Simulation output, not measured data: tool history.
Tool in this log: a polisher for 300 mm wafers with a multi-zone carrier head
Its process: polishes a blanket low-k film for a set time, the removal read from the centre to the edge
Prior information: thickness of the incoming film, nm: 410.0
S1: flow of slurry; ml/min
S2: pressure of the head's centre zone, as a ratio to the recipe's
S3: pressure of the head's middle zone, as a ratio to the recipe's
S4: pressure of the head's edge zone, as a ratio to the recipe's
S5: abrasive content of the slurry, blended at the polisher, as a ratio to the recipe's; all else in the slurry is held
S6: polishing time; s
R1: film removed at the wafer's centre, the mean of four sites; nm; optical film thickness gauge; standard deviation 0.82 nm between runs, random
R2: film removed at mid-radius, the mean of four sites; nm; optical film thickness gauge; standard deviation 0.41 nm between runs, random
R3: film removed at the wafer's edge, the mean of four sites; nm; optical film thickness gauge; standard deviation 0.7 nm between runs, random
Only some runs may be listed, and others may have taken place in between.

Run 1, hour 0: S1 270 ml/min, S2 1, S3 1, S4 1, S5 1, S6 82 s. Result: R1 44.13 nm, R2 44.409 nm, R3 44.456 nm.
Run 2, hour 3.3: S1 270 ml/min, S2 1, S3 1.03, S4 1, S5 1, S6 82 s. Result: R1 44.336 nm, R2 45.584 nm, R3 45.027 nm.
Run 3, hour 5.3: S1 285 ml/min, S2 1.07, S3 1.01, S4 1.03, S5 1.1, S6 82 s. Result: R1 48.038 nm, R2 47.238 nm, R3 48.042 nm.
Run 4, hour 7.9: S1 285 ml/min, S2 1.11, S3 0.95, S4 0.98, S5 1.2, S6 83 s. Result: R1 55.541 nm, R2 46.191 nm, R3 49.567 nm.
Run 5, hour 16.8: S1 245 ml/min, S2 1.11, S3 0.95, S4 0.98, S5 1.2, S6 83 s. Result: R1 52.839 nm, R2 46.413 nm, R3 48.932 nm.
Run 6, hour 25.7: S1 275 ml/min, S2 1.14, S3 0.95, S4 0.99, S5 1.25, S6 83 s. Result: R1 56.716 nm, R2 47.136 nm, R3 50.547 nm.
Run 7, hour 33: S1 290 ml/min, S2 1.16, S3 0.95, S4 1, S5 1.25, S6 83 s. Result: R1 58.093 nm, R2 47.595 nm, R3 50.433 nm.

What does the tool deliver on the next run?
Run 8, hour 35.1: S1 300 ml/min, S2 1.17, S3 0.94, S4 1.01, S5 1.3, S6 83 s. Result: R1 ?, R2 ?, R3 ?.

R1: 58.903 nm
R2: 48.294 nm
R3: 51.227 nm
